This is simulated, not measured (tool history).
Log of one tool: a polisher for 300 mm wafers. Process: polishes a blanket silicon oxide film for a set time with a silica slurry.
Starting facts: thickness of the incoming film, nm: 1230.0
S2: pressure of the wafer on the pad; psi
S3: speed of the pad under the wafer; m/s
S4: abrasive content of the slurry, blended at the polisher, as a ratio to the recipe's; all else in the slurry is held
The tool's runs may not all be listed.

{"run": 1, "hour": 0.0, "flow of slurry (ml/min)": 200, "S2": 3.4, "S3": 1.24, "S4": 1, "polishing time (s)": 27, "film removed (Å)": 721.23}
{"run": 2, "hour": 4.1, "flow of slurry (ml/min)": 200, "S2": 3.4, "S3": 1.24, "S4": 1, "polishing time (s)": 24, "film removed (Å)": 625.3}
{"run": 3, "hour": 6.5, "flow of slurry (ml/min)": 200, "S2": 3.4, "S3": 1.24, "S4": 1.1, "polishing time (s)": 24, "film removed (Å)": 663.91}
{"run": 4, "hour": 10.4, "flow of slurry (ml/min)": 205, "S2": 3.6, "S3": 1.24, "S4": 1.1, "polishing time (s)": 24, "film removed (Å)": 690.67}
{"run": 5, "hour": 16.6, "flow of slurry (ml/min)": 205, "S2": 3.8, "S3": 1.24, "S4": 1.1, "polishing time (s)": 24, "film removed (Å)": 720.15}
{"run": 6, "hour": 25.2, "flow of slurry (ml/min)": 230, "S2": 3.8, "S3": 1.24, "S4": 1.1, "polishing time (s)": 24, "film removed (Å)": 733.01}
{"run": 7, "hour": 30.4, "flow of slurry (ml/min)": 230, "S2": 4, "S3": 1.24, "S4": 1.1, "polishing time (s)": 24, "film removed (Å)": 783.45}
{"run": 8, "hour": 31.5, "flow of slurry (ml/min)": 230, "S2": 4.1, "S3": 1.24, "S4": 1.1, "polishing time (s)": 24, "film removed (Å)": 802.69}
{"run": 9, "hour": 38.8, "flow of slurry (ml/min)": 230, "S2": 4.2, "S3": 1.24, "S4": 1.1, "polishing time (s)": 24, "film removed (Å)": 803.06}
{"run": 10, "hour": 45.2, "flow of slurry (ml/min)": 230, "S2": 4.4, "S3": 1.24, "S4": 1.1, "polishing time (s)": 24, "film removed (Å)": 859.06}
{"run": 11, "hour": 49.8, "flow of slurry (ml/min)": 230, "S2": 4.5, "S3": 1.24, "S4": 1.1, "polishing time (s)": 24, "film removed (Å)": 856.13}
{"run": 12, "hour": 54.9, "flow of slurry (ml/min)": 235, "S2": 4.6, "S3": 1.24, "S4": 1.1, "polishing time (s)": 24, "film removed (Å)": 874.09}

Run 13 has not been measured yet. What should we expect?
{"run": 13, "hour": 61.1, "flow of slurry (ml/min)": 240, "S2": 4.7, "S3": 1.24, "S4": 1.1, "polishing time (s)": 24, "film removed (Å)": "?"}

{"run 13": {"film removed (Å)": 896.78}}
